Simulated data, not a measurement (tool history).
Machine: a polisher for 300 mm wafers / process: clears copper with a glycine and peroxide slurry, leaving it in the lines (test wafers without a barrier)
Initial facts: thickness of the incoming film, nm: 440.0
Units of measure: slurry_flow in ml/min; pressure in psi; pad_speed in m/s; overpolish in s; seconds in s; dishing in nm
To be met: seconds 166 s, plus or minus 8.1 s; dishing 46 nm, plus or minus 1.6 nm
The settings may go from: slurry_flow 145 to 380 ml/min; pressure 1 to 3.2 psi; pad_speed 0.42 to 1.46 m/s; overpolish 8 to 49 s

run    day  slurry_flow  pressure  pad_speed  overpolish  seconds  dishing
  1      0          245       2.1       0.94          25   120.92   68.042
  2  0.354          245       1.9       0.94          24   128.66   63.745
  3  0.421          245       1.8       0.92          23    136.1   58.584
  4  0.558          245       1.8       1.12          23   123.31    64.12
  5   0.65          245       1.7        1.1          22   129.04   59.004
  6  1.008          245       1.6        1.1          22   134.95   56.889
  7   1.25          245       1.5        1.1          22   137.41    55.39
  8  1.442          245       1.4        1.1          22   145.18   54.481
  9  1.617          245       1.3        1.1          22   149.77   51.415
 10  1.825          245       1.2        1.1          22   156.77    48.59

Exactly one of the 4 candidate moves below puts every result within its allowed miss. Which one?
  A  2.033          285       1.1       0.98          25        ?        ?
  B  2.033          230       1.1       1.02          26        ?        ?
  C  2.033          240       1.5       0.98          19        ?        ?
  D  2.033          230       1.3       0.96          21        ?        ?

move  seconds  dishing
   A   169.77   50.645
   B   169.75   52.256
   C   144.97   46.112
   D   160.06   46.073
A: the biggest miss grows against the last run
B: the biggest miss grows against the last run
C: brings the last run's worst result on target, with another outside its allowed miss
D: every result within its allowed miss
Correct choice: D, which meets every target

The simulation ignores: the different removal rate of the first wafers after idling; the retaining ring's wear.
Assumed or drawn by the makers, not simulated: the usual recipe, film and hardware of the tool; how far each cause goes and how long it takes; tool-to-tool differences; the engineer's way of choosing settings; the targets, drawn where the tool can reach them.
